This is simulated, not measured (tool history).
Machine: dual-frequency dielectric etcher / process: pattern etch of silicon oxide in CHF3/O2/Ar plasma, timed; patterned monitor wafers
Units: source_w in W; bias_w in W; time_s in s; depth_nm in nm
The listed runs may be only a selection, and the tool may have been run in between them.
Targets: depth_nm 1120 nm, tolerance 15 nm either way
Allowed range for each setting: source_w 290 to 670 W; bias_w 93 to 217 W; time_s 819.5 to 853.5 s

run 1 day=0 | source_w=480 bias_w=155 time_s=819.5 | depth_nm=1178.4
run 2 day=0.233 | source_w=480 bias_w=155 time_s=853.5 | depth_nm=1229
run 3 day=0.329 | source_w=520 bias_w=155 time_s=853.5 | depth_nm=1260.6
run 4 day=0.392 | source_w=520 bias_w=177 time_s=853.5 | depth_nm=1341
run 5 day=0.5 | source_w=520 bias_w=195 time_s=853.5 | depth_nm=1391.1
run 6 day=0.796 | source_w=520 bias_w=195 time_s=853.5 | depth_nm=1389
run 7 day=0.854 | source_w=450 bias_w=186 time_s=852.5 | depth_nm=1285.7
run 8 day=1.112 | source_w=450 bias_w=186 time_s=852.5 | depth_nm=1279.3
run 9 day=1.483 | source_w=400 bias_w=185 time_s=852.5 | depth_nm=1213.5
-- day=1.654 wet clean of the chamber
run 10 day=1.654 | source_w=370 bias_w=184 time_s=852.5 | depth_nm=1208.8
run 11 day=1.758 | source_w=300 bias_w=156 time_s=848 | depth_nm=1023

Which one of the following 5 next-run settings gets every result inside its allowed miss? There is exactly one.
run A day=1.862 | source_w=360 bias_w=163 time_s=834.5 | depth_nm=?
run B day=1.862 | source_w=300 bias_w=138 time_s=841 | depth_nm=?
run C day=1.862 | source_w=300 bias_w=126 time_s=853 | depth_nm=?
run D day=1.862 | source_w=330 bias_w=206 time_s=828 | depth_nm=?
run E day=1.862 | source_w=340 bias_w=161 time_s=819.5 | depth_nm=?

move=A depth_nm=1115.4
move=B depth_nm=970.45
move=C depth_nm=948.86
move=D depth_nm=1172
move=E depth_nm=1063.3
A: meets every target
B: further off than the last run
C: further off than the last run
D: the result that was furthest off in the last run now lies on the other side of its target
E: closes in on the targets versus the last run, not all within tolerance yet
A is the move that brings every result within its allowed miss.
